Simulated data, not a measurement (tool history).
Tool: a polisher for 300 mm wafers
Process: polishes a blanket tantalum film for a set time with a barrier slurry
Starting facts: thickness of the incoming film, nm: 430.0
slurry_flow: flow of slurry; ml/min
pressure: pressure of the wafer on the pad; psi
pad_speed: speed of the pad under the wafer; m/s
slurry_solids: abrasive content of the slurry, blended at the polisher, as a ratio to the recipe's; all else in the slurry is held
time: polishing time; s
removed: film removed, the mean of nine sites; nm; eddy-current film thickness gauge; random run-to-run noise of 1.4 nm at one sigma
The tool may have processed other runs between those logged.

{"run": 1, "day": 0.0, "slurry_flow": 285, "pressure": 1.5, "pad_speed": 0.78, "slurry_solids": 1, "time": 87, "removed": 87.253}
{"run": 2, "day": 0.192, "slurry_flow": 285, "pressure": 1.5, "pad_speed": 0.78, "slurry_solids": 0.85, "time": 87, "removed": 82.375}
{"run": 3, "day": 0.408, "slurry_flow": 285, "pressure": 1.6, "pad_speed": 0.78, "slurry_solids": 0.85, "time": 87, "removed": 88.399}
{"run": 4, "day": 0.538, "slurry_flow": 260, "pressure": 1.6, "pad_speed": 0.78, "slurry_solids": 0.85, "time": 87, "removed": 87.973}
{"run": 5, "day": 0.621, "slurry_flow": 260, "pressure": 1.6, "pad_speed": 0.66, "slurry_solids": 0.85, "time": 87, "removed": 74.538}
{"run": 6, "day": 0.871, "slurry_flow": 260, "pressure": 1.7, "pad_speed": 0.68, "slurry_solids": 0.85, "time": 87, "removed": 81.799}
{"run": 7, "day": 0.967, "slurry_flow": 260, "pressure": 1.8, "pad_speed": 0.7, "slurry_solids": 0.85, "time": 87, "removed": 89.606}

Run 8 has not been measured yet. What should we expect?
{"run": 8, "day": 1.338, "slurry_flow": 260, "pressure": 2.2, "pad_speed": 0.8, "slurry_solids": 0.85, "time": 87, "removed": "?"}

{"run 8": {"removed": 121.16}}
